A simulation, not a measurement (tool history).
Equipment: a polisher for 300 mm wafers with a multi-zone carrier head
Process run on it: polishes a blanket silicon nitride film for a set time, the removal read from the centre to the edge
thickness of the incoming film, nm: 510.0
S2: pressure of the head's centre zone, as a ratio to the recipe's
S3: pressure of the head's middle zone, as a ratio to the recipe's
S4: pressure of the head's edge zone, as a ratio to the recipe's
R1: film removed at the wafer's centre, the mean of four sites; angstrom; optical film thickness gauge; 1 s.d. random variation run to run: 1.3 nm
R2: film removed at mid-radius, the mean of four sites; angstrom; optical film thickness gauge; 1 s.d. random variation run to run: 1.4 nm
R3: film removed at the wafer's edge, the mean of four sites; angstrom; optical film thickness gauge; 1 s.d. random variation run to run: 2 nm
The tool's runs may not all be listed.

{"run": 1, "day": 0.0, "flow of slurry (ml/min)": 255, "S2": 1, "S3": 1, "S4": 1, "polishing time (s)": 81, "R1": 1035.6, "R2": 1049.3, "R3": 1034.5}
{"run": 2, "day": 0.362, "flow of slurry (ml/min)": 255, "S2": 1, "S3": 0.95, "S4": 1, "polishing time (s)": 81, "R1": 1043.3, "R2": 1012, "R3": 1029.4}
{"run": 3, "day": 0.642, "flow of slurry (ml/min)": 320, "S2": 1, "S3": 0.95, "S4": 1, "polishing time (s)": 81, "R1": 1074.6, "R2": 1022.7, "R3": 1068.8}
{"run": 4, "day": 0.717, "flow of slurry (ml/min)": 320, "S2": 1, "S3": 1.03, "S4": 1, "polishing time (s)": 81, "R1": 1058.6, "R2": 1104, "R3": 1070.2}
{"run": 5, "day": 0.825, "flow of slurry (ml/min)": 285, "S2": 1, "S3": 1.03, "S4": 1, "polishing time (s)": 81, "R1": 1057.5, "R2": 1090.6, "R3": 1040.8}
{"day": 0.896, "done": "edge zone pressure recalibrated"}
{"run": 6, "day": 0.896, "flow of slurry (ml/min)": 285, "S2": 1, "S3": 0.95, "S4": 1, "polishing time (s)": 81, "R1": 1074.3, "R2": 1003.4, "R3": 1120.8}
{"run": 7, "day": 1.017, "flow of slurry (ml/min)": 285, "S2": 1, "S3": 0.95, "S4": 1, "polishing time (s)": 81, "R1": 1058.2, "R2": 1013.3, "R3": 1104.6}
{"run": 8, "day": 1.171, "flow of slurry (ml/min)": 300, "S2": 1.01, "S3": 1, "S4": 1.02, "polishing time (s)": 87, "R1": 1158.5, "R2": 1149.1, "R3": 1221.9}

Run 9, settings as shown, results not yet in. Your forecast:
{"run": 9, "day": 1.388, "flow of slurry (ml/min)": 305, "S2": 1.04, "S3": 1.05, "S4": 1.02, "polishing time (s)": 90, "R1": "?", "R2": "?", "R3": "?"}

Logged for run 9: R1 1202.1 angstrom, R2 1219.7 angstrom, R3 1231.1 angstrom.
